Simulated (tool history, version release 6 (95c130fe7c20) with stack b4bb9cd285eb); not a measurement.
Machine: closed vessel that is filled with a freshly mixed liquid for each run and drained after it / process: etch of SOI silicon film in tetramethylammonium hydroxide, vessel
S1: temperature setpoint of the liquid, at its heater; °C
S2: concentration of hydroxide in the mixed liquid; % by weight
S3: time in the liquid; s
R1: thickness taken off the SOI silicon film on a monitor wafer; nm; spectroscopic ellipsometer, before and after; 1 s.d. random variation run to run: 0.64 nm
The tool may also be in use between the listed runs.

run	day	S1	S2	S3	R1
1	0	58	8.5	30	111.91
2	0.033	58	7.5	30	115.84
3	0.083	56.5	8	30	101.68
4	0.175	55	8	30	93.884
5	0.312	54	8.5	30	87.568
6	0.454	56.5	8.5	30	102.3
7	0.504	55	9	30	88.913
8	0.871	54	9	30	83.986

Estimate the outcome of run 9 from the log above:
9	1.238	53	9	30	?

Run 9 produced R1 77.991 nm.
